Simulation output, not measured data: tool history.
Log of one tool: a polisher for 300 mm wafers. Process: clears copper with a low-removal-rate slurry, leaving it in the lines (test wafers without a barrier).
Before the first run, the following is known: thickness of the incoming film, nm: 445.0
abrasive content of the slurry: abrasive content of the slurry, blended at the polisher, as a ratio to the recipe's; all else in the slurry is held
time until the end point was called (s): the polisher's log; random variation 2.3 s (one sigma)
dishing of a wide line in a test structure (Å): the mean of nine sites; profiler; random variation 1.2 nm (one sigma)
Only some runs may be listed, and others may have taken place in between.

| run | hour | flow of slurry (ml/min) | pressure of the wafer on the pad (kPa) | speed of the pad under the wafer (cm/s) | abrasive content of the slurry | overpolish time after the end point (s) | time until the end point was called (s) | dishing of a wide line in a test structure (Å) |
|---|---|---|---|---|---|---|---|---|
| 1 | 0 | 285 | 23.4 | 88 | 1 | 25 | 165.51 | 437.08 |
| 2 | 2.9 | 285 | 23.4 | 88 | 0.85 | 25 | 172.43 | 419.35 |
| 3 | 9.6 | 285 | 25.5 | 88 | 0.85 | 25 | 159.19 | 446.78 |
| 4 | 16 | 285 | 25.5 | 96 | 0.85 | 25 | 157.85 | 477.74 |
| 5 | 18.1 | 290 | 27.6 | 96 | 0.85 | 23 | 143.87 | 459.22 |
| 6 | 19.9 | 290 | 27.6 | 86 | 0.85 | 23 | 155.58 | 418.65 |
| 7 | 28.2 | 290 | 27.6 | 86 | 0.85 | 23 | 156.77 | 441.41 |

The next listed run, before its measurement:
| 8 | 34.2 | 290 | 29.6 | 88 | 0.85 | 22 | ? | ? |

time until the end point was called (s): 138.46
dishing of a wide line in a test structure (Å): 436.99

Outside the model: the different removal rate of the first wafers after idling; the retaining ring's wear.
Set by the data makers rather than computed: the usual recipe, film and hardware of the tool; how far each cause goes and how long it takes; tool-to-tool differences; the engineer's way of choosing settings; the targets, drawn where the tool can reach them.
